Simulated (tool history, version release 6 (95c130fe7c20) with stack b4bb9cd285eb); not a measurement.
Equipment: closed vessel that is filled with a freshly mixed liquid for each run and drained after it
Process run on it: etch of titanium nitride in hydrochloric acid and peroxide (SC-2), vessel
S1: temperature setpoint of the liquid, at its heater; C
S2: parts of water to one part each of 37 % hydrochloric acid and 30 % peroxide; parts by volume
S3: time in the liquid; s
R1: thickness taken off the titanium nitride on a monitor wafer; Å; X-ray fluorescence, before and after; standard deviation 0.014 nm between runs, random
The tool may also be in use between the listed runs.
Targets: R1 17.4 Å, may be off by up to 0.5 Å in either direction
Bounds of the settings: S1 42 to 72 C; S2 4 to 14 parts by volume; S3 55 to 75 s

{"run": 1, "hour": 0.0, "S1": 58, "S2": 7.5, "S3": 75, "R1": 49.097}
{"run": 2, "hour": 8.1, "S1": 58, "S2": 9, "S3": 75, "R1": 41.772}
{"run": 3, "hour": 9.4, "S1": 55, "S2": 9, "S3": 75, "R1": 34.193}
{"run": 4, "hour": 14.2, "S1": 55, "S2": 9, "S3": 75, "R1": 34.824}
{"run": 5, "hour": 21.2, "S1": 60.5, "S2": 9, "S3": 75, "R1": 49.515}
{"run": 6, "hour": 25.6, "S1": 57.5, "S2": 9, "S3": 75, "R1": 41.162}
{"run": 7, "hour": 29.6, "S1": 55, "S2": 9, "S3": 75, "R1": 34.71}
{"run": 8, "hour": 36.9, "S1": 53, "S2": 9, "S3": 75, "R1": 30.394}
{"run": 9, "hour": 41.4, "S1": 51.5, "S2": 9, "S3": 75, "R1": 27.246}
{"run": 10, "hour": 50.7, "S1": 50, "S2": 9, "S3": 75, "R1": 25.1}
{"run": 11, "hour": 59.0, "S1": 49, "S2": 9, "S3": 75, "R1": 23.243}
{"run": 12, "hour": 67.5, "S1": 48, "S2": 9, "S3": 75, "R1": 21.855}
{"run": 13, "hour": 76.1, "S1": 47.5, "S2": 9, "S3": 75, "R1": 21.489}
{"run": 14, "hour": 81.9, "S1": 47, "S2": 9, "S3": 75, "R1": 20.248}
{"run": 15, "hour": 89.2, "S1": 46.5, "S2": 9, "S3": 75, "R1": 19.771}
{"run": 16, "hour": 90.6, "S1": 46, "S2": 9, "S3": 75, "R1": 19.047}

Exercise: of the 5 proposed moves below, exactly one satisfies all targets within the stated allowed misses. Which move is it?
{"run": "A", "hour": 92.0, "S1": 44.5, "S2": 9.5, "S3": 75, "R1": "?"}
{"run": "B", "hour": 92.0, "S1": 46, "S2": 8.5, "S3": 70, "R1": "?"}
{"run": "C", "hour": 92.0, "S1": 48, "S2": 10.5, "S3": 75, "R1": "?"}
{"run": "D", "hour": 92.0, "S1": 47.5, "S2": 9.5, "S3": 70, "R1": "?"}
{"run": "E", "hour": 92.0, "S1": 52.5, "S2": 11.5, "S3": 55, "R1": "?"}

move=A R1=16.618
move=B R1=18.831
move=C R1=19.414
move=D R1=19.041
move=E R1=17.787
A: takes the result that was furthest off past its target
B: an improvement on the last run, though not all results are within tolerance
C: moves away from the targets compared with the last run
D: as far off as the last run
E: every result lands within tolerance
E is the move that brings every result within its allowed miss.

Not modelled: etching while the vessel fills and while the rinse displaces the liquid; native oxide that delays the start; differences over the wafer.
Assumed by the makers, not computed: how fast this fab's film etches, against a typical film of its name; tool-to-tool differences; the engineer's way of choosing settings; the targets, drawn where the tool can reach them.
